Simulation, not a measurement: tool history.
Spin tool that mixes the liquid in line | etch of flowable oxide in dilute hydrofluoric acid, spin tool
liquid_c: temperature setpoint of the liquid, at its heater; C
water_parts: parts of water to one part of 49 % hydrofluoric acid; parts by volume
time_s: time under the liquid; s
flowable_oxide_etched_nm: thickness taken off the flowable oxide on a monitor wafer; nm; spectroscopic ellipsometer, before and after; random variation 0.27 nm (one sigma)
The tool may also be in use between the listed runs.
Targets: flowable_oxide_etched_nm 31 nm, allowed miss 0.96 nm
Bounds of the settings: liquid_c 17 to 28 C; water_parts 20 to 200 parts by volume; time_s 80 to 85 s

Run 1, hour 0: liquid_c 20 C, water_parts 110 parts by volume, time_s 80 s. Result: flowable_oxide_etched_nm 11.863 nm.
Run 2, hour 8.5: liquid_c 21.5 C, water_parts 100 parts by volume, time_s 80 s. Result: flowable_oxide_etched_nm 14.061 nm.
Run 3, hour 13.8: liquid_c 19 C, water_parts 100 parts by volume, time_s 80 s. Result: flowable_oxide_etched_nm 12.795 nm.
Run 4, hour 19.9: liquid_c 20.5 C, water_parts 90 parts by volume, time_s 80 s. Result: flowable_oxide_etched_nm 14.917 nm.
Run 5, hour 25.2: liquid_c 20.5 C, water_parts 90 parts by volume, time_s 80 s. Result: flowable_oxide_etched_nm 15.248 nm.
Run 6, hour 32.6: liquid_c 21.5 C, water_parts 85 parts by volume, time_s 80 s. Result: flowable_oxide_etched_nm 16.871 nm.
Run 7, hour 33.2: liquid_c 21.5 C, water_parts 85 parts by volume, time_s 80 s. Result: flowable_oxide_etched_nm 16.843 nm.
Run 8, hour 39.3: liquid_c 22.5 C, water_parts 80 parts by volume, time_s 80 s. Result: flowable_oxide_etched_nm 18.467 nm.

Which of these 5 next moves meets every target?
Run A, hour 45.4: liquid_c 22.5 C, water_parts 50 parts by volume, time_s 85 s. Result: flowable_oxide_etched_nm ?.
Run B, hour 45.4: liquid_c 20.5 C, water_parts 45 parts by volume, time_s 85 s. Result: flowable_oxide_etched_nm ?.
Run C, hour 45.4: liquid_c 21 C, water_parts 145 parts by volume, time_s 80 s. Result: flowable_oxide_etched_nm ?.
Run D, hour 45.4: liquid_c 19.5 C, water_parts 50 parts by volume, time_s 85 s. Result: flowable_oxide_etched_nm ?.
Run E, hour 45.4: liquid_c 23.5 C, water_parts 55 parts by volume, time_s 85 s. Result: flowable_oxide_etched_nm ?.

move  flowable_oxide_etched_nm
   A                    32.503
   B                     33.41
   C                    8.8813
   D                    28.643
   E                      30.6
A: takes the result that was furthest off past its target
B: takes the result that was furthest off past its target
C: further off than the last run
D: nearer than the last run, and not there yet
E: meets every target
The right move is E.
